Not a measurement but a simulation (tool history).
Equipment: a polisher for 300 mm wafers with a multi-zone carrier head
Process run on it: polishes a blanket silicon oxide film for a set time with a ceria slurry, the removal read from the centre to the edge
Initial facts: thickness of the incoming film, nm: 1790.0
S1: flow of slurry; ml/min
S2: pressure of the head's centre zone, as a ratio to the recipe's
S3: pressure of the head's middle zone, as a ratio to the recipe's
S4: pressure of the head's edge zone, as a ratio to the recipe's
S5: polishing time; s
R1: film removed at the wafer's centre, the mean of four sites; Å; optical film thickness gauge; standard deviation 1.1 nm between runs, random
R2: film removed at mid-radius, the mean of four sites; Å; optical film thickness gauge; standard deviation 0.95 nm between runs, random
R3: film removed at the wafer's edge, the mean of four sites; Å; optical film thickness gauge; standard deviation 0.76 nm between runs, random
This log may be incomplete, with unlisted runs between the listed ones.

| run | day | S1 | S2 | S3 | S4 | S5 | R1 | R2 | R3 |
|---|---|---|---|---|---|---|---|---|---|
| 1 | 0.000 | 170 | 1.00 | 1.00 | 1.00 | 34 | 1047.1 | 1063.7 | 1016.3 |
| 2 | 0.212 | 180 | 1.01 | 1.01 | 1.02 | 34 | 1055.3 | 1086.9 | 1034.2 |
| 3 | 0.388 | 185 | 1.03 | 1.02 | 1.03 | 34 | 1077.3 | 1095.6 | 1043.2 |
| 4 | 0.617 | 190 | 1.05 | 1.03 | 1.04 | 34 | 1090.5 | 1120.9 | 1049.0 |
| 5 | 0.821 | 190 | 1.05 | 1.03 | 0.99 | 34 | 1096.3 | 1107.5 | 1019.2 |
| 6 | 0.896 | 195 | 1.06 | 1.04 | 1.00 | 34 | 1112.0 | 1142.6 | 1028.6 |
| 7 | 1.196 | 200 | 1.07 | 1.04 | 1.01 | 34 | 1121.5 | 1139.9 | 1035.0 |
| 8 | 1.471 | 205 | 1.08 | 1.04 | 1.02 | 34 | 1147.0 | 1128.5 | 1045.1 |
| 9 | 1.567 | 210 | 1.09 | 1.05 | 1.03 | 34 | 1160.2 | 1159.3 | 1046.8 |
| 10 | 1.771 | 215 | 1.10 | 1.05 | 1.04 | 34 | 1156.9 | 1155.7 | 1058.5 |

Predict the results of run 11:
| 11 | 2.046 | 220 | 1.11 | 1.05 | 1.05 | 34 | ? | ? | ? |

{"run 11": {"R1": 1182.0, "R2": 1148.0, "R3": 1058.5}}

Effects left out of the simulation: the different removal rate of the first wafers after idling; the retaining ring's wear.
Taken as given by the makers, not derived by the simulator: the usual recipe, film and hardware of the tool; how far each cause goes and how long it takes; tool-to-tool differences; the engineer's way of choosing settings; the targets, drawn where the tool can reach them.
